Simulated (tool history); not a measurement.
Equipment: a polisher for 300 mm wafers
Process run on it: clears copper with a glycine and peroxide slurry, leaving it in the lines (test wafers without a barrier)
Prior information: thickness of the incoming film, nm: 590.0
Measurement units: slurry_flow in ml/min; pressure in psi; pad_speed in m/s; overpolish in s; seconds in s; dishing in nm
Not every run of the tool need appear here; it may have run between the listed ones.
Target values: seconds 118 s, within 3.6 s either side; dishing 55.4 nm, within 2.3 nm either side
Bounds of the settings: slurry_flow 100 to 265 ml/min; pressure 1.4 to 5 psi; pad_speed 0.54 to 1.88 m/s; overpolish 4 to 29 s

run	hour	slurry_flow	pressure	pad_speed	overpolish	seconds	dishing
1	0	170	3.2	1.2	15	75.122	67.104
2	8.3	165	2.8	1.2	16	84.672	63.592
3	16.8	160	2.5	1.2	17	90.697	62.992
4	18.3	155	2.3	1.2	18	99.446	61.722
5	27.4	155	2.7	1.2	18	87.415	69.374
6	28.2	150	2.5	1.2	18	94.981	64.158
7	32	140	2.4	1.2	18	98.765	62.828
8	40	120	1.7	1.2	18	129.55	49.015
9	47.8	130	1.7	1.2	18	128.42	49.861
10	50.7	175	1.9	1.2	18	109.81	56.1
11	57.7	165	1.9	1.2	18	109.87	54.917
12	63	145	1.7	1.2	20	122.88	55.914
13	67.5	150	1.7	1.2	20	123.47	54.744
14	75	160	1.9	1.2	20	112.22	59.47
15	83.6	160	1.9	1.2	20	115.01	59.099
16	85.7	155	1.9	1.2	20	114.53	58.833
17	87.3	150	1.9	1.2	20	114.48	59.126
18	92.7	145	1.9	1.2	20	116.84	60.239

Pick the move, out of 4, that brings all results within their allowed miss; only one does.
A	98.1	135	2.8	0.84	16	?	?
B	98.1	180	1.6	1.42	16	?	?
C	98.1	140	2.1	1.12	20	?	?
D	98.1	140	1.6	1.34	19	?	?

move	seconds	dishing
A	116.23	48.311
B	107.04	50.106
C	112.41	58.936
D	117.41	53.583
A: takes the biggest miss from the last run beyond its target
B: takes the biggest miss from the last run beyond its target
C: nearer than the last run, and not there yet
D: in spec on every target
So the answer is move D, the one that meets all the targets.
